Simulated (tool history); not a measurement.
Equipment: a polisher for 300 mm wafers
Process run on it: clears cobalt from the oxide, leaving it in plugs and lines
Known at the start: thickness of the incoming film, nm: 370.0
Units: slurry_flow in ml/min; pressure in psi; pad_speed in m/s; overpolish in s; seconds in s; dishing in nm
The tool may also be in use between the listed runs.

run  hour  slurry_flow  pressure  pad_speed  overpolish  seconds  dishing
  1     0          215       1.7       0.76          27   124.05   48.837
  2   2.5          215       1.7       0.84          27   111.68   50.982
  3   3.7          210       1.5       0.76          26    140.9   44.722
  4   5.6          210       1.5       0.88          26   120.68   49.064
  5  11.3          205       1.3       0.78          26   156.93   41.252
  6    15          200       1.2       0.72          27    184.7   38.182

Run 7 comes next. What will it give?
  7  23.5          195       1.1       0.68          27        ?        ?

seconds: 214.01 s
dishing: 34.419 nm
